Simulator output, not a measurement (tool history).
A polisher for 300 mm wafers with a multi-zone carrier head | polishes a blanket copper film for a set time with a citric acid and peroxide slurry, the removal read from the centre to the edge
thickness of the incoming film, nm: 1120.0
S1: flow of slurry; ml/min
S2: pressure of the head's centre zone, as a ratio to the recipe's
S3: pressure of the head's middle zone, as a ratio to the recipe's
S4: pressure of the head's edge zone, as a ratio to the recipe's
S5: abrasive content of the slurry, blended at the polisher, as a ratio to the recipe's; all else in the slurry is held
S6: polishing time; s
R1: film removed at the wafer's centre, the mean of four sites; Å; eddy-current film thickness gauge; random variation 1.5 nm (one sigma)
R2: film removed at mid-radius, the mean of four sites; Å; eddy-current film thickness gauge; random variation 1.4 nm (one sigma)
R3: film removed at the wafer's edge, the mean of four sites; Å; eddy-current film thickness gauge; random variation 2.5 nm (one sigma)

Run 1, hour 0.0: S1 265 ml/min, S2 1.00, S3 1.00, S4 1.00, S5 1.0, S6 80 s. Result: R1 2216.8 Å, R2 2200.4 Å, R3 2098.4 Å.
Run 2, hour 6.7: S1 265 ml/min, S2 1.00, S3 1.00, S4 1.00, S5 1.0, S6 65 s. Result: R1 1801.2 Å, R2 1808.9 Å, R3 1802.2 Å.
Run 3, hour 11.1: S1 260 ml/min, S2 1.01, S3 0.99, S4 0.98, S5 1.0, S6 65 s. Result: R1 1820.3 Å, R2 1780.1 Å, R3 1730.7 Å.
Run 4, hour 19.5: S1 260 ml/min, S2 0.95, S3 0.99, S4 0.98, S5 1.0, S6 65 s. Result: R1 1692.1 Å, R2 1790.3 Å, R3 1685.7 Å.
Run 5, hour 28.1: S1 205 ml/min, S2 0.95, S3 0.99, S4 0.98, S5 1.0, S6 65 s. Result: R1 1623.1 Å, R2 1721.4 Å, R3 1653.9 Å.
Run 6, hour 35.4: S1 205 ml/min, S2 0.95, S3 0.99, S4 0.98, S5 1.0, S6 79 s. Result: R1 1962.0 Å, R2 2093.7 Å, R3 2029.6 Å.
Run 7, hour 41.4: S1 210 ml/min, S2 0.96, S3 0.95, S4 0.94, S5 0.9, S6 79 s. Result: R1 1998.3 Å, R2 2010.8 Å, R3 1995.3 Å.
Run 8, hour 46.5: S1 225 ml/min, S2 0.97, S3 0.93, S4 0.91, S5 0.8, S6 77 s. Result: R1 1917.5 Å, R2 1915.9 Å, R3 1900.8 Å.

Run 9 comes next. What will it give?
Run 9, hour 47.7: S1 225 ml/min, S2 0.97, S3 0.93, S4 0.91, S5 0.8, S6 77 s. Result: R1 ?, R2 ?, R3 ?.

{"run 9": {"R1": 1969.4, "R2": 1920.4, "R3": 1903.1}}
